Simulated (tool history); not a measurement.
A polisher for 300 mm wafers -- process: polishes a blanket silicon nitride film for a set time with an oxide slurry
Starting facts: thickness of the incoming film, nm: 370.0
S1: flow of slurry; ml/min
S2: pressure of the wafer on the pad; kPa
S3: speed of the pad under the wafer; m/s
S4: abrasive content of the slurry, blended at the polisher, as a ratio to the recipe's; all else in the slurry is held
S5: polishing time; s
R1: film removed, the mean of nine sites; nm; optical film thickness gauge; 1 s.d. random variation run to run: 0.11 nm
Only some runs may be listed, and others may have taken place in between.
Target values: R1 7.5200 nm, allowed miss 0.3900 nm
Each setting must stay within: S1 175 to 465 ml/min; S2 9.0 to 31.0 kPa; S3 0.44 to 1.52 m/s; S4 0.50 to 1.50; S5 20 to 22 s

Run 1, hour 0.0: S1 295 ml/min, S2 20.0 kPa, S3 0.98 m/s, S4 1.00, S5 22 s. Result: R1 12.4480 nm.
Run 2, hour 2.8: S1 350 ml/min, S2 20.0 kPa, S3 0.98 m/s, S4 1.00, S5 22 s. Result: R1 12.3200 nm.
Run 3, hour 7.3: S1 350 ml/min, S2 20.0 kPa, S3 0.98 m/s, S4 1.00, S5 22 s. Result: R1 12.4430 nm.
Run 4, hour 9.8: S1 350 ml/min, S2 20.0 kPa, S3 0.98 m/s, S4 1.00, S5 20 s. Result: R1 11.3470 nm.
Run 5, hour 13.0: S1 350 ml/min, S2 17.2 kPa, S3 0.96 m/s, S4 1.00, S5 20 s. Result: R1 9.6080 nm.
Run 6, hour 21.2: S1 350 ml/min, S2 15.9 kPa, S3 0.96 m/s, S4 1.00, S5 20 s. Result: R1 8.8114 nm.
Run 7, hour 25.9: S1 350 ml/min, S2 15.2 kPa, S3 0.96 m/s, S4 1.00, S5 20 s. Result: R1 8.6746 nm.
Run 8, hour 29.3: S1 350 ml/min, S2 15.2 kPa, S3 0.96 m/s, S4 1.00, S5 20 s. Result: R1 8.3531 nm.
Run 9, hour 30.8: S1 350 ml/min, S2 14.5 kPa, S3 0.96 m/s, S4 1.00, S5 20 s. Result: R1 8.3289 nm.

Which single option among these 4 for the next run brings every result within its allowed miss of target? Just one does.
Run A, hour 32.3: S1 395 ml/min, S2 17.2 kPa, S3 0.82 m/s, S4 0.90, S5 20 s. Result: R1 ?.
Run B, hour 32.3: S1 345 ml/min, S2 13.1 kPa, S3 1.08 m/s, S4 1.15, S5 22 s. Result: R1 ?.
Run C, hour 32.3: S1 385 ml/min, S2 13.1 kPa, S3 1.06 m/s, S4 1.00, S5 21 s. Result: R1 ?.
Run D, hour 32.3: S1 370 ml/min, S2 13.8 kPa, S3 0.90 m/s, S4 1.05, S5 20 s. Result: R1 ?.

move      R1
   A  8.0782
   B  9.5291
   C  8.4600
   D  7.5752
A: nearer than the last run, and not there yet
B: lands further from the targets than the last run did
C: lands further from the targets than the last run did
D: hits every target within its allowed miss
The right move is D.
